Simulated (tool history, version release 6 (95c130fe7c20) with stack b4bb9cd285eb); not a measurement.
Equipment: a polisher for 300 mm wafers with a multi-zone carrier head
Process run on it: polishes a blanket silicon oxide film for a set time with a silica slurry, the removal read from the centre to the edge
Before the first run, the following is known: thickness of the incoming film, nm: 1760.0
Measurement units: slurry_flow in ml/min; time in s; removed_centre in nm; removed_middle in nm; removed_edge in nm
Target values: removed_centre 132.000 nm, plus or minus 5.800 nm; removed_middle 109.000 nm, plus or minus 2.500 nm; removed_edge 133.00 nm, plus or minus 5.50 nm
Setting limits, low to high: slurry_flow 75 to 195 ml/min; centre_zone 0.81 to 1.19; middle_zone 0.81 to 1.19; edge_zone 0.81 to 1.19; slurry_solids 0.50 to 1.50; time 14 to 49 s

{"run": 1, "hour": 0.0, "slurry_flow": 125, "centre_zone": 1.0, "middle_zone": 1.0, "edge_zone": 1.0, "slurry_solids": 1.0, "time": 31, "removed_centre": 99.233, "removed_middle": 99.352, "removed_edge": 100.82}
{"run": 2, "hour": 6.1, "slurry_flow": 135, "centre_zone": 1.02, "middle_zone": 0.97, "edge_zone": 1.06, "slurry_solids": 1.1, "time": 31, "removed_centre": 108.17, "removed_middle": 102.32, "removed_edge": 107.39}
{"run": 3, "hour": 8.1, "slurry_flow": 135, "centre_zone": 1.02, "middle_zone": 0.97, "edge_zone": 1.13, "slurry_solids": 1.1, "time": 31, "removed_centre": 106.4, "removed_middle": 103.68, "removed_edge": 112.15}
{"run": 4, "hour": 17.0, "slurry_flow": 165, "centre_zone": 1.02, "middle_zone": 0.97, "edge_zone": 1.13, "slurry_solids": 1.1, "time": 31, "removed_centre": 111.44, "removed_middle": 106.4, "removed_edge": 114.08}
{"run": 5, "hour": 18.4, "slurry_flow": 165, "centre_zone": 1.02, "middle_zone": 0.97, "edge_zone": 1.13, "slurry_solids": 0.95, "time": 31, "removed_centre": 104.44, "removed_middle": 99.8, "removed_edge": 105.85}
{"run": 6, "hour": 23.8, "slurry_flow": 155, "centre_zone": 1.04, "middle_zone": 0.94, "edge_zone": 1.14, "slurry_solids": 1.1, "time": 31, "removed_centre": 113.83, "removed_middle": 104.06, "removed_edge": 111.05}
{"run": 7, "hour": 32.1, "slurry_flow": 140, "centre_zone": 1.03, "middle_zone": 0.9, "edge_zone": 1.16, "slurry_solids": 1.2, "time": 31, "removed_centre": 112.14, "removed_middle": 101.39, "removed_edge": 115.5}
{"run": 8, "hour": 35.3, "slurry_flow": 140, "centre_zone": 1.04, "middle_zone": 0.87, "edge_zone": 1.17, "slurry_solids": 1.3, "time": 31, "removed_centre": 117.4, "removed_middle": 101.35, "removed_edge": 122.29}

4 candidate next runs follow, results not yet known. Just one meets every target within its allowed miss. Identify it.
{"run": "A", "hour": 38.5, "slurry_flow": 150, "centre_zone": 1.13, "middle_zone": 0.93, "edge_zone": 1.11, "slurry_solids": 1.05, "time": 34, "removed_centre": "?", "removed_middle": "?", "removed_edge": "?"}
{"run": "B", "hour": 38.5, "slurry_flow": 190, "centre_zone": 1.05, "middle_zone": 0.83, "edge_zone": 1.16, "slurry_solids": 1.5, "time": 31, "removed_centre": "?", "removed_middle": "?", "removed_edge": "?"}
{"run": "C", "hour": 38.5, "slurry_flow": 130, "centre_zone": 1.17, "middle_zone": 0.96, "edge_zone": 1.15, "slurry_solids": 1.05, "time": 34, "removed_centre": "?", "removed_middle": "?", "removed_edge": "?"}
{"run": "D", "hour": 38.5, "slurry_flow": 115, "centre_zone": 1.08, "middle_zone": 0.92, "edge_zone": 1.16, "slurry_solids": 1.35, "time": 35, "removed_centre": "?", "removed_middle": "?", "removed_edge": "?"}

move=A removed_centre=130.620 removed_middle=108.670 removed_edge=117.05
move=B removed_centre=133.730 removed_middle=107.800 removed_edge=128.60
move=C removed_centre=130.720 removed_middle=108.560 removed_edge=116.40
move=D removed_centre=134.360 removed_middle=116.310 removed_edge=130.72
A: the worst result of the last run now meets its target, but another is out of spec
B: all results in spec
C: the worst result of the last run now meets its target, but another is out of spec
D: takes the biggest miss from the last run beyond its target
Go with B: it meets all targets.

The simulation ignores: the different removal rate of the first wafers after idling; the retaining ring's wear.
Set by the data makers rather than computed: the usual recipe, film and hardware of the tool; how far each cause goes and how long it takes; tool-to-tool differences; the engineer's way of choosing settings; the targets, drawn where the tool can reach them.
